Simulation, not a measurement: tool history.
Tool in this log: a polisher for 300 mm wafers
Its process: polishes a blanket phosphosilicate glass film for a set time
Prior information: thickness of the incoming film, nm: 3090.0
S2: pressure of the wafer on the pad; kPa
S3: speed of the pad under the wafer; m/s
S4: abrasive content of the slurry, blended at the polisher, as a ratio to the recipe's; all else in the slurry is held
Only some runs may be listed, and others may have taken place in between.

Run 1, hour 0.0: flow of slurry (ml/min) 185, S2 15.2 kPa, S3 1.14 m/s, S4 1.0, polishing time (s) 45. Result: film removed (Å) 3153.6.
Run 2, hour 7.7: flow of slurry (ml/min) 185, S2 17.2 kPa, S3 1.14 m/s, S4 1.0, polishing time (s) 45. Result: film removed (Å) 3591.4.
Run 3, hour 15.0: flow of slurry (ml/min) 185, S2 17.9 kPa, S3 1.14 m/s, S4 1.0, polishing time (s) 45. Result: film removed (Å) 3712.9.
Run 4, hour 18.1: flow of slurry (ml/min) 190, S2 18.6 kPa, S3 1.14 m/s, S4 1.0, polishing time (s) 45. Result: film removed (Å) 3932.5.
Run 5, hour 22.9: flow of slurry (ml/min) 190, S2 18.6 kPa, S3 1.14 m/s, S4 1.0, polishing time (s) 45. Result: film removed (Å) 3827.2.
Run 6, hour 26.6: flow of slurry (ml/min) 190, S2 15.9 kPa, S3 1.14 m/s, S4 1.0, polishing time (s) 45. Result: film removed (Å) 3293.5.
Run 7, hour 30.7: flow of slurry (ml/min) 190, S2 16.5 kPa, S3 1.14 m/s, S4 1.0, polishing time (s) 45. Result: film removed (Å) 3428.6.
Run 8, hour 35.9: flow of slurry (ml/min) 190, S2 17.2 kPa, S3 1.14 m/s, S4 1.0, polishing time (s) 45. Result: film removed (Å) 3526.1.

Run 9 is up next; what results do you expect?
Run 9, hour 43.1: flow of slurry (ml/min) 190, S2 17.9 kPa, S3 1.14 m/s, S4 1.0, polishing time (s) 45. Result: film removed (Å) ?.

film removed (Å): 3757.5
